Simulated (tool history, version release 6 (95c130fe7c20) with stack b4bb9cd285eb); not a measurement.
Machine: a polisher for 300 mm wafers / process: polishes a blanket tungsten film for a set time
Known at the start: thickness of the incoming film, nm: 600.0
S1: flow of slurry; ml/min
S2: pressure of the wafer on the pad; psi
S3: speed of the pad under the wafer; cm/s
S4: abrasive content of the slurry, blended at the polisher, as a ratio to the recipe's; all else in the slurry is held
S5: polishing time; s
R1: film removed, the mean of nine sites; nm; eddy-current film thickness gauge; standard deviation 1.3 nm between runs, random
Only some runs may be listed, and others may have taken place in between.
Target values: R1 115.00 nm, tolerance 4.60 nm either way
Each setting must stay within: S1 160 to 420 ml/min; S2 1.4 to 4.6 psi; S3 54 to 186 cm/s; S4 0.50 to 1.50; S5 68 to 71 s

| run | hour | S1 | S2 | S3 | S4 | S5 | R1 |
|---|---|---|---|---|---|---|---|
| 1 | 0.0 | 270 | 3.0 | 118 | 1.00 | 68 | 280.62 |
| 2 | 1.9 | 270 | 3.0 | 118 | 1.00 | 71 | 287.42 |
| 3 | 6.5 | 270 | 2.5 | 104 | 1.00 | 71 | 214.17 |
| 4 | 14.6 | 270 | 2.5 | 104 | 1.00 | 68 | 207.55 |
| 5 | 16.6 | 270 | 2.5 | 104 | 0.90 | 68 | 202.67 |
| 6 | 24.6 | 270 | 2.1 | 96 | 0.90 | 68 | 156.79 |
| 7 | 31.2 | 270 | 1.9 | 94 | 0.90 | 68 | 136.74 |
| 8 | 36.8 | 270 | 1.8 | 94 | 0.90 | 68 | 132.66 |
| 9 | 38.6 | 270 | 1.7 | 94 | 0.90 | 68 | 125.93 |

Below are 5 possible settings for the next run. Only one of them brings all results inside the allowed miss of their targets. Which is it?
| A | 40.4 | 280 | 1.9 | 84 | 0.95 | 71 | ? |
| B | 40.4 | 275 | 1.7 | 80 | 1.05 | 71 | ? |
| C | 40.4 | 180 | 2.0 | 78 | 0.90 | 71 | ? |
| D | 40.4 | 180 | 1.6 | 104 | 1.05 | 68 | ? |
| E | 40.4 | 205 | 1.5 | 84 | 1.15 | 68 | ? |

| move | R1 |
|---|---|
| A | 134.26 |
| B | 117.27 |
| C | 125.64 |
| D | 132.00 |
| E | 104.01 |
A: the biggest miss grows against the last run
B: hits every target within its allowed miss
C: neither nearer nor further off than the last run
D: the biggest miss grows against the last run
E: pushes the last run's worst result past its target
Move B is the one to make.
